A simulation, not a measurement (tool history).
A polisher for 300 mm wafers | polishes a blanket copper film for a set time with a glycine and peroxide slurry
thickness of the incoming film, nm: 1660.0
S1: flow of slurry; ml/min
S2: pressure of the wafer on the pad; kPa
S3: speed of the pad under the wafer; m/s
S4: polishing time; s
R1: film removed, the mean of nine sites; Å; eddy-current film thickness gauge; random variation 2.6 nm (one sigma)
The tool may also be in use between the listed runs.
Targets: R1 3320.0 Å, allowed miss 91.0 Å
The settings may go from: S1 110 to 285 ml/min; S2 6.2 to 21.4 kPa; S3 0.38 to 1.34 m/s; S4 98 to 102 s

{"run": 1, "hour": 0.0, "S1": 180, "S2": 13.8, "S3": 0.86, "S4": 98, "R1": 3759.6}
{"run": 2, "hour": 4.1, "S1": 180, "S2": 13.8, "S3": 0.86, "S4": 98, "R1": 3698.7}
{"run": 3, "hour": 5.8, "S1": 180, "S2": 13.8, "S3": 0.86, "S4": 102, "R1": 3893.9}
{"run": 4, "hour": 14.5, "S1": 180, "S2": 17.2, "S3": 0.86, "S4": 102, "R1": 4654.5}
{"run": 5, "hour": 23.3, "S1": 200, "S2": 17.2, "S3": 0.86, "S4": 102, "R1": 4755.5}
{"hour": 30.1, "done": "slurry nozzle cleaned"}
{"run": 6, "hour": 30.1, "S1": 190, "S2": 15.2, "S3": 0.86, "S4": 102, "R1": 4508.9}
{"run": 7, "hour": 34.7, "S1": 165, "S2": 14.5, "S3": 0.86, "S4": 102, "R1": 4287.5}
{"run": 8, "hour": 35.6, "S1": 185, "S2": 13.8, "S3": 0.86, "S4": 102, "R1": 4129.8}
{"run": 9, "hour": 36.9, "S1": 185, "S2": 9.7, "S3": 0.84, "S4": 102, "R1": 3181.9}

4 next moves are on the table. One of them brings every result within its allowed miss. Which?
{"run": "A", "hour": 38.2, "S1": 205, "S2": 9.0, "S3": 0.88, "S4": 99, "R1": "?"}
{"run": "B", "hour": 38.2, "S1": 185, "S2": 9.0, "S3": 0.84, "S4": 100, "R1": "?"}
{"run": "C", "hour": 38.2, "S1": 185, "S2": 9.7, "S3": 0.8, "S4": 101, "R1": "?"}
{"run": "D", "hour": 38.2, "S1": 205, "S2": 7.6, "S3": 1.1, "S4": 102, "R1": "?"}

move=A R1=3107.0
move=B R1=2998.3
move=C R1=3078.7
move=D R1=3322.8
A: further off than the last run
B: further off than the last run
C: further off than the last run
D: meets every target
Move D is the one to make.
